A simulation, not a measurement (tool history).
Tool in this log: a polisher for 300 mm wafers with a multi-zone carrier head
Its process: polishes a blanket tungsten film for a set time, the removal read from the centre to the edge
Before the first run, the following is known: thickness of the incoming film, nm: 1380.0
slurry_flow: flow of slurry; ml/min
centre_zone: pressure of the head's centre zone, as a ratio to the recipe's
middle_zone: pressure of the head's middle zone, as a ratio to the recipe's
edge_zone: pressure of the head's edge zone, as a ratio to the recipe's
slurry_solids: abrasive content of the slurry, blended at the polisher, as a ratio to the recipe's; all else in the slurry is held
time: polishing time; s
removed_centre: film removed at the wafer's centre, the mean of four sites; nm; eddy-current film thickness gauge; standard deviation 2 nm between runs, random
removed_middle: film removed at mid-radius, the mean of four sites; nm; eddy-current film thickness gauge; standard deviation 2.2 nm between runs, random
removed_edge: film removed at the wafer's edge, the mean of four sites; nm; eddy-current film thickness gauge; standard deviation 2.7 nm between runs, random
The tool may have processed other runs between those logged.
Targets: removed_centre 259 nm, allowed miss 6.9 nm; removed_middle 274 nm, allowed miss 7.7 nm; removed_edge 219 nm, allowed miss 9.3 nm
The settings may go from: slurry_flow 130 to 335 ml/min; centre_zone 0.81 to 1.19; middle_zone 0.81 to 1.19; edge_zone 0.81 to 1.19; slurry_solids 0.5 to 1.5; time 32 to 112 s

run    day  slurry_flow  centre_zone  middle_zone  edge_zone  slurry_solids  time  removed_centre  removed_middle  removed_edge
  1      0          215            1            1          1              1    72          277.58          290.32        287.82
  2  0.171          215         1.02         1.03       0.95            0.9    71          273.46          286.09        270.03
  3  0.317          215         0.94         1.03       0.95            0.9    71          248.84          281.35           265
  4   0.65          215         0.94         1.03       0.95            0.9    80          285.41           318.5        301.77
  5  0.908          215         0.94         1.03       0.95            0.8    80          276.03          311.08        286.88
  6      1          220         0.97         1.04       0.91            0.7    78          270.27          291.93        268.42
  7  1.254          215         1.07         1.14       0.81            0.5    69          238.81          258.77        203.93
  8  1.596          215         1.07         1.14       0.81            0.5    69          238.71          252.03        204.09
  9  1.738          230         1.08         1.15       0.82            0.5    69          243.09          258.54        207.38

Which one of the following 4 next-run settings gets every result inside its allowed miss? There is exactly one.
  A  1.879          265         1.13         1.19       0.85           0.65    59               ?               ?             ?
  B  1.879          195         1.06         1.16       0.81            0.5    73               ?               ?             ?
  C  1.879          265         1.07         1.14       0.81           0.55    71               ?               ?             ?
  D  1.879          230         0.98         1.12       0.99           0.65    67               ?               ?             ?

move  removed_centre  removed_middle  removed_edge
   A          237.18          248.85        192.18
   B          244.79          269.38        210.32
   C          258.05          275.84        216.48
   D          228.85          263.84        231.45
A: moves away from the targets compared with the last run
B: better than the last run, though not everything is in spec
C: each result inside its tolerance
D: moves away from the targets compared with the last run
The right move is C.
